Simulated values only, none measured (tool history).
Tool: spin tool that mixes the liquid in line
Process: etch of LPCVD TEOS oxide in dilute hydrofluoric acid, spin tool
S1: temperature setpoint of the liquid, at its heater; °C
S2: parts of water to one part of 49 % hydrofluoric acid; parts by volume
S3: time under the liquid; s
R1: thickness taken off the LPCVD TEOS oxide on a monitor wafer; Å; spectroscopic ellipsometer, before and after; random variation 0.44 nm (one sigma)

run	hour	S1	S2	S3	R1
1	0	25	125	55	224.03
2	7.9	25	125	60	246.78
3	11	27	100	60	340.41
4	17.7	24	100	60	301.72
5	18.7	26.5	80	60	428
6	26.8	28	70	60	530.01
7	31.1	29.5	65	60	608.37
8	36.1	30.5	60	60	687.96
9	39.6	31	55	60	773.48
10	46.5	31.5	55	60	788.12

Expected results for the next run?
11	51.8	33	45	60	?

{"run 11": {"R1": 1042.7}}
